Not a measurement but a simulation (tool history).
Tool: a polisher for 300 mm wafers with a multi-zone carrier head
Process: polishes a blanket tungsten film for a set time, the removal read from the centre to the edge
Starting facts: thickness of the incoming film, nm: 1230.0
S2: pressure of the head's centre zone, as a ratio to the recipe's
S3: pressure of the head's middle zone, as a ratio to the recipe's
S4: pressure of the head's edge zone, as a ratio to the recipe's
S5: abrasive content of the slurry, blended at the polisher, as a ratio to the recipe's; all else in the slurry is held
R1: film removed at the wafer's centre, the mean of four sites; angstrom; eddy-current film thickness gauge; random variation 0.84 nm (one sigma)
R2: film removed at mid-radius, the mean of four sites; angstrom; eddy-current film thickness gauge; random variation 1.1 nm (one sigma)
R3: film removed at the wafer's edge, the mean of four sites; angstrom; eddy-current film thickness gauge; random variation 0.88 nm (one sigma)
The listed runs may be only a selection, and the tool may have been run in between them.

Run 1, hour 0.0: flow of slurry (ml/min) 260, S2 1.00, S3 1.00, S4 1.00, S5 1.00, polishing time (s) 33. Result: R1 1548.6 angstrom, R2 1515.2 angstrom, R3 1533.9 angstrom.
Run 2, hour 3.6: flow of slurry (ml/min) 260, S2 1.00, S3 1.00, S4 1.05, S5 1.00, polishing time (s) 33. Result: R1 1547.3 angstrom, R2 1498.3 angstrom, R3 1568.6 angstrom.
Run 3, hour 6.0: flow of slurry (ml/min) 210, S2 1.00, S3 1.00, S4 1.05, S5 1.00, polishing time (s) 33. Result: R1 1504.4 angstrom, R2 1468.0 angstrom, R3 1535.0 angstrom.
Run 4, hour 8.0: flow of slurry (ml/min) 210, S2 1.00, S3 0.97, S4 1.05, S5 1.00, polishing time (s) 33. Result: R1 1513.6 angstrom, R2 1421.1 angstrom, R3 1518.8 angstrom.
Run 5, hour 15.4: flow of slurry (ml/min) 205, S2 0.99, S3 0.96, S4 1.04, S5 0.95, polishing time (s) 33. Result: R1 1479.2 angstrom, R2 1361.1 angstrom, R3 1495.2 angstrom.
Run 6, hour 17.2: flow of slurry (ml/min) 205, S2 0.99, S3 0.96, S4 1.04, S5 0.95, polishing time (s) 40. Result: R1 1770.9 angstrom, R2 1650.3 angstrom, R3 1819.2 angstrom.
Run 7, hour 22.9: flow of slurry (ml/min) 205, S2 0.98, S3 0.95, S4 1.02, S5 0.90, polishing time (s) 39. Result: R1 1670.4 angstrom, R2 1599.1 angstrom, R3 1744.0 angstrom.

What will run 8 give?
Run 8, hour 27.1: flow of slurry (ml/min) 200, S2 0.98, S3 0.94, S4 1.00, S5 0.85, polishing time (s) 38. Result: R1 ?, R2 ?, R3 ?.

R1: 1612.6 angstrom
R2: 1490.9 angstrom
R3: 1666.8 angstrom
